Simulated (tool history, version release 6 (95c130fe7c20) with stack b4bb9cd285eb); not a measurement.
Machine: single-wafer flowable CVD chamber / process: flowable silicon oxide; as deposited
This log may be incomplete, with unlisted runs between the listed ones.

run,hour,heater temperature setpoint (°C),chamber pressure (Torr),RF power (kW),deposition time (s),mean film thickness on the monitor wafer (Å)
1,0,110,0.963,1.915,1220,5933.9
2,2,111,0.963,1.915,1220,5827.5
3,4.8,112,0.963,1.915,1220,5586.4
4,10.4,112,1.03,1.915,1220,5979.2
5,15.9,112,1.153,1.915,1220,6657.2
6,20,112,1.153,1.915,1260,6803.5
7,24.9,114,1.153,1.915,1260,6419.6
8,30.7,116,1.153,1.915,1260,6077.7

What does the tool deliver on the next run?
9,33.5,117,1.153,1.915,1260,?

Run 9 yielded mean film thickness on the monitor wafer (Å) 5903.5.
